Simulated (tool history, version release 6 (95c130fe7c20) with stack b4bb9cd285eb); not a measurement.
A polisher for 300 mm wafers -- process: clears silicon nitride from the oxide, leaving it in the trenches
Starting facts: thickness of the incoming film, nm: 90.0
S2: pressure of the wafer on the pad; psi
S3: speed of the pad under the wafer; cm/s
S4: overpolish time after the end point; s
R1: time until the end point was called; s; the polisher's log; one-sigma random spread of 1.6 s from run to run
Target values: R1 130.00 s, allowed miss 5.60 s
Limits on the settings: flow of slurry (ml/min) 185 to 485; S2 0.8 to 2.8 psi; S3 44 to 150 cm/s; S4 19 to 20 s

{"run": 1, "day": 0.0, "flow of slurry (ml/min)": 310, "S2": 1.8, "S3": 96, "S4": 19, "R1": 175.53}
{"run": 2, "day": 0.212, "flow of slurry (ml/min)": 255, "S2": 1.8, "S3": 96, "S4": 19, "R1": 183.77}
{"run": 3, "day": 0.496, "flow of slurry (ml/min)": 255, "S2": 1.4, "S3": 96, "S4": 19, "R1": 221.64}
{"run": 4, "day": 0.817, "flow of slurry (ml/min)": 255, "S2": 1.4, "S3": 96, "S4": 19, "R1": 229.39}
{"run": 5, "day": 1.179, "flow of slurry (ml/min)": 260, "S2": 1.5, "S3": 96, "S4": 19, "R1": 209.27}
{"run": 6, "day": 1.254, "flow of slurry (ml/min)": 260, "S2": 1.5, "S3": 74, "S4": 19, "R1": 280.18}
{"run": 7, "day": 1.629, "flow of slurry (ml/min)": 260, "S2": 1.5, "S3": 74, "S4": 19, "R1": 279.13}
{"run": 8, "day": 1.9, "flow of slurry (ml/min)": 260, "S2": 2.0, "S3": 82, "S4": 19, "R1": 184.33}
{"run": 9, "day": 2.179, "flow of slurry (ml/min)": 260, "S2": 2.1, "S3": 82, "S4": 19, "R1": 177.22}
{"run": 10, "day": 2.396, "flow of slurry (ml/min)": 260, "S2": 2.2, "S3": 82, "S4": 19, "R1": 168.62}
{"run": 11, "day": 2.496, "flow of slurry (ml/min)": 260, "S2": 2.7, "S3": 84, "S4": 19, "R1": 135.66}

Exercise: of the 5 proposed moves below, exactly one satisfies all targets within the stated allowed misses. Which move is it?
{"run": "A", "day": 2.596, "flow of slurry (ml/min)": 325, "S2": 2.4, "S3": 90, "S4": 20, "R1": "?"}
{"run": "B", "day": 2.596, "flow of slurry (ml/min)": 245, "S2": 2.6, "S3": 100, "S4": 20, "R1": "?"}
{"run": "C", "day": 2.596, "flow of slurry (ml/min)": 230, "S2": 2.8, "S3": 96, "S4": 19, "R1": "?"}
{"run": "D", "day": 2.596, "flow of slurry (ml/min)": 305, "S2": 2.5, "S3": 94, "S4": 19, "R1": "?"}
{"run": "E", "day": 2.596, "flow of slurry (ml/min)": 260, "S2": 2.4, "S3": 88, "S4": 20, "R1": "?"}

move=A R1=138.72
move=B R1=118.59
move=C R1=115.43
move=D R1=128.42
move=E R1=144.38
A: lands further from the targets than the last run did
B: the result that was furthest off in the last run now lies on the other side of its target
C: the result that was furthest off in the last run now lies on the other side of its target
D: every result lands within tolerance
E: lands further from the targets than the last run did
The right move is D.
